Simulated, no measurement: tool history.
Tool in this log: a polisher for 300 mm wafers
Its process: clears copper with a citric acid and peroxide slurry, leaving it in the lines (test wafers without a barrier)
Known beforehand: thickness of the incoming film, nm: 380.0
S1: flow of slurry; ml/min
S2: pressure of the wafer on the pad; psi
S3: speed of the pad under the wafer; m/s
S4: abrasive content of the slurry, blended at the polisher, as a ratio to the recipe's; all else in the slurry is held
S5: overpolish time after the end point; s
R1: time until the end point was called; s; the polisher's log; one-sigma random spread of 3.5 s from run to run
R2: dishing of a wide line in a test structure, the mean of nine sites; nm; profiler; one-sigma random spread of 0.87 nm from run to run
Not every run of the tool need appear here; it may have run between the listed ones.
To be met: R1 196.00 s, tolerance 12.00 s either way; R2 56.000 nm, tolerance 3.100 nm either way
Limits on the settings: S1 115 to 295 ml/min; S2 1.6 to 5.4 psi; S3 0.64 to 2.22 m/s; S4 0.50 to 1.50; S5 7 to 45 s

Run 1, day 0.000: S1 190 ml/min, S2 3.5 psi, S3 1.42 m/s, S4 1.00, S5 23 s. Result: R1 122.06 s, R2 52.134 nm.
Run 2, day 0.350: S1 190 ml/min, S2 3.2 psi, S3 1.40 m/s, S4 1.00, S5 25 s. Result: R1 139.03 s, R2 53.251 nm.
Run 3, day 0.512: S1 190 ml/min, S2 3.0 psi, S3 1.40 m/s, S4 1.00, S5 26 s. Result: R1 145.09 s, R2 50.884 nm.
Run 4, day 0.792: S1 190 ml/min, S2 3.5 psi, S3 1.40 m/s, S4 1.00, S5 26 s. Result: R1 124.55 s, R2 56.179 nm.
At day 0.938: worn pad replaced by a new one.
Run 5, day 0.938: S1 190 ml/min, S2 3.2 psi, S3 1.40 m/s, S4 1.00, S5 27 s. Result: R1 125.12 s, R2 59.902 nm.
Run 6, day 0.983: S1 190 ml/min, S2 3.2 psi, S3 1.40 m/s, S4 1.10, S5 27 s. Result: R1 121.99 s, R2 62.138 nm.
Run 7, day 1.325: S1 190 ml/min, S2 2.9 psi, S3 1.38 m/s, S4 1.10, S5 28 s. Result: R1 136.86 s, R2 55.751 nm.
Run 8, day 1.442: S1 190 ml/min, S2 2.7 psi, S3 1.38 m/s, S4 1.05, S5 30 s. Result: R1 150.35 s, R2 55.233 nm.
Run 9, day 1.512: S1 190 ml/min, S2 2.5 psi, S3 1.38 m/s, S4 1.05, S5 32 s. Result: R1 165.11 s, R2 55.500 nm.
Run 10, day 1.675: S1 190 ml/min, S2 2.4 psi, S3 1.38 m/s, S4 1.05, S5 33 s. Result: R1 161.85 s, R2 54.460 nm.

Consider the 4 candidate settings below. Which is the only one whose results all fall within their allowed miss of target?
Run A, day 1.838: S1 135 ml/min, S2 2.7 psi, S3 1.06 m/s, S4 1.10, S5 40 s. Result: R1 ?, R2 ?.
Run B, day 1.838: S1 190 ml/min, S2 2.4 psi, S3 1.34 m/s, S4 1.05, S5 31 s. Result: R1 ?, R2 ?.
Run C, day 1.838: S1 160 ml/min, S2 2.4 psi, S3 1.40 m/s, S4 1.10, S5 34 s. Result: R1 ?, R2 ?.
Run D, day 1.838: S1 185 ml/min, S2 2.2 psi, S3 1.52 m/s, S4 1.05, S5 39 s. Result: R1 ?, R2 ?.

move      R1      R2
   A  202.47  56.440
   B  175.66  50.937
   C  170.00  56.369
   D  169.56  62.322
A: meets every target
B: closes in on the targets versus the last run, not all within tolerance yet
C: closes in on the targets versus the last run, not all within tolerance yet
D: closes in on the targets versus the last run, not all within tolerance yet
Correct choice: A, which meets every target

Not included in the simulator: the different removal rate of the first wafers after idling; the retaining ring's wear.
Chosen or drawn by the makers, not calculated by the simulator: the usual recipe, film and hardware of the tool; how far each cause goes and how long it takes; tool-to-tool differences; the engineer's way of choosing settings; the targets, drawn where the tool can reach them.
